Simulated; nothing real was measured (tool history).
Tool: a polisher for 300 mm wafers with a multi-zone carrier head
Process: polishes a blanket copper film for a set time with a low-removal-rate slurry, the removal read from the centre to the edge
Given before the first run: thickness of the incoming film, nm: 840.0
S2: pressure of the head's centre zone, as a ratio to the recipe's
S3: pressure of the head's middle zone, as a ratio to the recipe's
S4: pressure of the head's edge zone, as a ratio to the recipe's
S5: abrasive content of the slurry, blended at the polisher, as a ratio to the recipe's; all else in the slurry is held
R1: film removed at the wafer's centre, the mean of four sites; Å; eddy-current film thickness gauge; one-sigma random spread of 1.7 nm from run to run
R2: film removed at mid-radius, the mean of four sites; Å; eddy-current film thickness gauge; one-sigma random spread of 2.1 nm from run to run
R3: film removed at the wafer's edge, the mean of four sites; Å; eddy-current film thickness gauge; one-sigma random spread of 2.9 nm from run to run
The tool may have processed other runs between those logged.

run 1 day=0.000 | flow_of_slurry_(ml/min)=290 S2=1.00 S3=1.00 S4=1.00 S5=1.00 polishing_time_(s)=57 | R1=1893.5 R2=1995.8 R3=1922.3
run 2 day=0.100 | flow_of_slurry_(ml/min)=330 S2=1.00 S3=1.00 S4=1.00 S5=1.00 polishing_time_(s)=57 | R1=1936.5 R2=2036.6 R3=1922.3
run 3 day=0.338 | flow_of_slurry_(ml/min)=330 S2=1.00 S3=1.00 S4=0.95 S5=1.00 polishing_time_(s)=57 | R1=1901.9 R2=2038.1 R3=1856.0
run 4 day=0.396 | flow_of_slurry_(ml/min)=325 S2=1.04 S3=1.03 S4=1.01 S5=1.10 polishing_time_(s)=57 | R1=2040.8 R2=2107.7 R3=1946.0
run 5 day=0.658 | flow_of_slurry_(ml/min)=320 S2=1.06 S3=1.04 S4=1.05 S5=1.20 polishing_time_(s)=58 | R1=2145.8 R2=2224.0 R3=2056.6
run 6 day=0.921 | flow_of_slurry_(ml/min)=320 S2=1.08 S3=1.04 S4=1.08 S5=1.25 polishing_time_(s)=58 | R1=2217.4 R2=2263.2 R3=2092.0
run 7 day=1.133 | flow_of_slurry_(ml/min)=320 S2=1.09 S3=1.03 S4=1.11 S5=1.30 polishing_time_(s)=58 | R1=2229.0 R2=2230.2 R3=2130.3
run 8 day=1.254 | flow_of_slurry_(ml/min)=325 S2=1.11 S3=1.03 S4=1.13 S5=1.35 polishing_time_(s)=58 | R1=2314.5 R2=2214.0 R3=2162.8

Run 9, settings as shown, results not yet in. Your forecast:
run 9 day=1.417 | flow_of_slurry_(ml/min)=330 S2=1.12 S3=1.04 S4=1.15 S5=1.40 polishing_time_(s)=58 | R1=? R2=? R3=?

R1: 2350.4 Å
R2: 2246.7 Å
R3: 2170.7 Å

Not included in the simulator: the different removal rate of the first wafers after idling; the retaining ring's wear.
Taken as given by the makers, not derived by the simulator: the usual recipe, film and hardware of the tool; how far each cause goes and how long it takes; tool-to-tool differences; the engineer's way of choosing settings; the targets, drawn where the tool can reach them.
